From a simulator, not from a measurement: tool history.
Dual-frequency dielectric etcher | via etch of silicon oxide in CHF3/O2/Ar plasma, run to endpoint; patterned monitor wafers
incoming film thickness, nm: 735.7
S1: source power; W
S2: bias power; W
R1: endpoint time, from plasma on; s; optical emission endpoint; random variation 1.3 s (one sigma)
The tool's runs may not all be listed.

run	hour	S1	S2	R1
1	0	910	145	324.56
2	1.1	840	145	335.52
3	8.8	800	144	339.75
4	10	800	126	351.82
5	11.6	950	126	333.83
6	14.4	900	125	340.72
7	16.6	860	124	346.19

The next listed run, before its measurement:
8	22.9	700	120	?

R1: 377.08 s

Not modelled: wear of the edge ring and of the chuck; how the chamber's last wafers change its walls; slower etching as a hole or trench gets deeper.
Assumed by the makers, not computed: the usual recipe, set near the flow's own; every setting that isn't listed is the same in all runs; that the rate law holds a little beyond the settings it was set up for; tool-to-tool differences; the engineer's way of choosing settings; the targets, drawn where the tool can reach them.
